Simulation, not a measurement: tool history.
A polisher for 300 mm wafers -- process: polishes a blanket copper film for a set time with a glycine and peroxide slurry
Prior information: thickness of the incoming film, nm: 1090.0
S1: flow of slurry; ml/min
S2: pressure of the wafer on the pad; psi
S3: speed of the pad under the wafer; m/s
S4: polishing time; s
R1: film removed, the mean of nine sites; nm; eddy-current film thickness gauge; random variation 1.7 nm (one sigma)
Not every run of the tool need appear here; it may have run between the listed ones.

run	day	S1	S2	S3	S4	R1
1	0.000	180	2.6	1.26	35	248.12
2	0.375	180	2.3	1.24	35	225.97
3	0.508	180	2.0	1.20	35	196.27
4	0.696	180	2.0	0.90	35	159.84
5	0.842	180	2.6	0.90	35	196.95
6	1.004	180	2.6	0.90	35	197.62

What does the tool deliver on the next run?
7	1.262	180	2.4	0.90	35	?

{"run 7": {"R1": 178.43}}

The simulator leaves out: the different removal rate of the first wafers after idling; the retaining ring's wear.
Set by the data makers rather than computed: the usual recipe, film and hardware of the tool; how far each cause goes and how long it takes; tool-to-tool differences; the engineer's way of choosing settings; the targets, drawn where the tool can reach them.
